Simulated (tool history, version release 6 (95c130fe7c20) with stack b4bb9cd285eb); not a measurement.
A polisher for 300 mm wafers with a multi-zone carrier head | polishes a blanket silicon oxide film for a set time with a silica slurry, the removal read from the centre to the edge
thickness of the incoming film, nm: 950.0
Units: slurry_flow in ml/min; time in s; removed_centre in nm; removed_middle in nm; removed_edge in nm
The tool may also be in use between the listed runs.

Run 1, hour 0: slurry_flow 290 ml/min, centre_zone 1, middle_zone 1, edge_zone 1, slurry_solids 1, time 62 s. Result: removed_centre 143.37 nm, removed_middle 136.36 nm, removed_edge 141.66 nm.
Run 2, hour 1.4: slurry_flow 245 ml/min, centre_zone 1, middle_zone 1, edge_zone 1, slurry_solids 1, time 62 s. Result: removed_centre 142.23 nm, removed_middle 135.26 nm, removed_edge 135.44 nm.
Run 3, hour 6.3: slurry_flow 245 ml/min, centre_zone 1, middle_zone 1, edge_zone 1, slurry_solids 1.1, time 62 s. Result: removed_centre 150.93 nm, removed_middle 143.01 nm, removed_edge 145.65 nm.
Run 4, hour 8.7: slurry_flow 245 ml/min, centre_zone 0.99, middle_zone 0.97, edge_zone 0.99, slurry_solids 0.95, time 58 s. Result: removed_centre 126.2 nm, removed_middle 118.43 nm, removed_edge 126.8 nm.
Run 5, hour 17.7: slurry_flow 180 ml/min, centre_zone 0.99, middle_zone 0.97, edge_zone 0.99, slurry_solids 0.95, time 58 s. Result: removed_centre 123.6 nm, removed_middle 115.27 nm, removed_edge 122.61 nm.
Run 6, hour 23.3: slurry_flow 180 ml/min, centre_zone 0.99, middle_zone 0.97, edge_zone 0.98, slurry_solids 0.85, time 54 s. Result: removed_centre 106.53 nm, removed_middle 102.54 nm, removed_edge 105.52 nm.
Run 7, hour 31.3: slurry_flow 180 ml/min, centre_zone 0.99, middle_zone 0.95, edge_zone 0.97, slurry_solids 0.75, time 52 s. Result: removed_centre 96.746 nm, removed_middle 89.75 nm, removed_edge 95.729 nm.
Run 8, hour 35.9: slurry_flow 180 ml/min, centre_zone 0.98, middle_zone 0.94, edge_zone 0.96, slurry_solids 0.7, time 51 s. Result: removed_centre 87.445 nm, removed_middle 81.836 nm, removed_edge 88.325 nm.
Run 9, hour 36.7: slurry_flow 180 ml/min, centre_zone 0.98, middle_zone 0.93, edge_zone 0.93, slurry_solids 0.65, time 51 s. Result: removed_centre 82.406 nm, removed_middle 79.228 nm, removed_edge 81.665 nm.
Run 10, hour 40.4: slurry_flow 180 ml/min, centre_zone 0.98, middle_zone 0.91, edge_zone 0.92, slurry_solids 0.65, time 51 s. Result: removed_centre 85.849 nm, removed_middle 77.677 nm, removed_edge 83.321 nm.
Run 11, hour 41.5: slurry_flow 180 ml/min, centre_zone 0.97, middle_zone 0.9, edge_zone 0.91, slurry_solids 0.65, time 51 s. Result: removed_centre 84.157 nm, removed_middle 76.28 nm, removed_edge 81.574 nm.
Run 12, hour 45.4: slurry_flow 180 ml/min, centre_zone 0.95, middle_zone 0.89, edge_zone 0.9, slurry_solids 0.65, time 51 s. Result: removed_centre 81.778 nm, removed_middle 76.274 nm, removed_edge 79.981 nm.
Run 13, hour 50.7: slurry_flow 180 ml/min, centre_zone 0.94, middle_zone 0.88, edge_zone 0.9, slurry_solids 0.65, time 51 s. Result: removed_centre 80.908 nm, removed_middle 75.275 nm, removed_edge 80.021 nm.
Run 14, hour 54.3: slurry_flow 185 ml/min, centre_zone 0.92, middle_zone 0.85, edge_zone 0.87, slurry_solids 0.5, time 50 s. Result: removed_centre 62.858 nm, removed_middle 55.294 nm, removed_edge 61.529 nm.
Run 15, hour 60.7: slurry_flow 185 ml/min, centre_zone 0.98, middle_zone 0.92, edge_zone 0.97, slurry_solids 0.5, time 46 s. Result: removed_centre 60.782 nm, removed_middle 55.401 nm, removed_edge 59.455 nm.
Run 16, hour 67.5: slurry_flow 185 ml/min, centre_zone 0.98, middle_zone 0.92, edge_zone 0.96, slurry_solids 0.55, time 46 s. Result: removed_centre 66.673 nm, removed_middle 61.08 nm, removed_edge 65.976 nm.
Run 17, hour 74.4: slurry_flow 185 ml/min, centre_zone 0.98, middle_zone 0.92, edge_zone 0.97, slurry_solids 0.55, time 46 s. Result: removed_centre 65.537 nm, removed_middle 60.439 nm, removed_edge 64.373 nm.
Run 18, hour 75.9: slurry_flow 190 ml/min, centre_zone 0.98, middle_zone 0.92, edge_zone 1, slurry_solids 0.8, time 47 s. Result: removed_centre 90.792 nm, removed_middle 82.71 nm, removed_edge 90.755 nm.
Run 19, hour 83.3: slurry_flow 185 ml/min, centre_zone 0.91, middle_zone 0.84, edge_zone 0.9, slurry_solids 0.7, time 47 s. Result: removed_centre 77.576 nm, removed_middle 69.401 nm, removed_edge 77.568 nm.

The next listed run, before its measurement:
Run 20, hour 84.2: slurry_flow 185 ml/min, centre_zone 0.87, middle_zone 0.84, edge_zone 0.84, slurry_solids 0.65, time 47 s. Result: removed_centre ?, removed_middle ?, removed_edge ?.

{"run 20": {"removed_centre": 68.138, "removed_middle": 64.853, "removed_edge": 69.963}}
